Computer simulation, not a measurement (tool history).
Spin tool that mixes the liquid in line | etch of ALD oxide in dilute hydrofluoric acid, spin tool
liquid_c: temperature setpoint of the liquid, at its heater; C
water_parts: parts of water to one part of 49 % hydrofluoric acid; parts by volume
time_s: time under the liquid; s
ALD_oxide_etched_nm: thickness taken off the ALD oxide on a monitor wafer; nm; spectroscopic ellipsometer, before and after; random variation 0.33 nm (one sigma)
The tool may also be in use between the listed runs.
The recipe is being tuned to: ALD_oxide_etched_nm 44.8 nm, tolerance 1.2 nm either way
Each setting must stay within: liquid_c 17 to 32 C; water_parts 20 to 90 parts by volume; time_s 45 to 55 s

Run 1, day 0: liquid_c 24 C, water_parts 50 parts by volume, time_s 55 s. Result: ALD_oxide_etched_nm 24.007 nm.
Run 2, day 0.133: liquid_c 24 C, water_parts 50 parts by volume, time_s 45 s. Result: ALD_oxide_etched_nm 19.397 nm.
Run 3, day 0.504: liquid_c 21.5 C, water_parts 50 parts by volume, time_s 45 s. Result: ALD_oxide_etched_nm 17.357 nm.
Run 4, day 0.742: liquid_c 24.5 C, water_parts 45 parts by volume, time_s 45 s. Result: ALD_oxide_etched_nm 22.243 nm.
Run 5, day 0.896: liquid_c 24.5 C, water_parts 45 parts by volume, time_s 55 s. Result: ALD_oxide_etched_nm 26.778 nm.
Run 6, day 1.108: liquid_c 24.5 C, water_parts 55 parts by volume, time_s 55 s. Result: ALD_oxide_etched_nm 22.029 nm.
Run 7, day 1.158: liquid_c 24.5 C, water_parts 55 parts by volume, time_s 55 s. Result: ALD_oxide_etched_nm 21.652 nm.
Run 8, day 1.379: liquid_c 24.5 C, water_parts 55 parts by volume, time_s 55 s. Result: ALD_oxide_etched_nm 21.637 nm.
Run 9, day 1.692: liquid_c 26.5 C, water_parts 50 parts by volume, time_s 55 s. Result: ALD_oxide_etched_nm 26.177 nm.
Run 10, day 1.825: liquid_c 26.5 C, water_parts 50 parts by volume, time_s 55 s. Result: ALD_oxide_etched_nm 26.12 nm.
Run 11, day 2.2: liquid_c 30.5 C, water_parts 30 parts by volume, time_s 55 s. Result: ALD_oxide_etched_nm 52.487 nm.
Run 12, day 2.258: liquid_c 29.5 C, water_parts 30 parts by volume, time_s 55 s. Result: ALD_oxide_etched_nm 50.548 nm.
Run 13, day 2.362: liquid_c 29 C, water_parts 30 parts by volume, time_s 55 s. Result: ALD_oxide_etched_nm 49.584 nm.
Run 14, day 2.625: liquid_c 28.5 C, water_parts 30 parts by volume, time_s 55 s. Result: ALD_oxide_etched_nm 49.044 nm.
Run 15, day 2.983: liquid_c 28 C, water_parts 30 parts by volume, time_s 55 s. Result: ALD_oxide_etched_nm 47.52 nm.
Run 16, day 3.2: liquid_c 27.5 C, water_parts 30 parts by volume, time_s 55 s. Result: ALD_oxide_etched_nm 46.735 nm.

Below are 4 possible settings for the next run. Only one of them brings all results inside the allowed miss of their targets. Which is it?
Run A, day 3.417: liquid_c 22 C, water_parts 25 parts by volume, time_s 55 s. Result: ALD_oxide_etched_nm ?.
Run B, day 3.417: liquid_c 27 C, water_parts 30 parts by volume, time_s 50 s. Result: ALD_oxide_etched_nm ?.
Run C, day 3.417: liquid_c 25.5 C, water_parts 25 parts by volume, time_s 45 s. Result: ALD_oxide_etched_nm ?.
Run D, day 3.417: liquid_c 28 C, water_parts 25 parts by volume, time_s 45 s. Result: ALD_oxide_etched_nm ?.

move  ALD_oxide_etched_nm
   A               44.378
   B               41.245
   C               42.136
   D               46.755
A: meets every target
B: takes the result that was furthest off past its target
C: takes the result that was furthest off past its target
D: about as far from the targets as the last run
The move that meets every target is A.

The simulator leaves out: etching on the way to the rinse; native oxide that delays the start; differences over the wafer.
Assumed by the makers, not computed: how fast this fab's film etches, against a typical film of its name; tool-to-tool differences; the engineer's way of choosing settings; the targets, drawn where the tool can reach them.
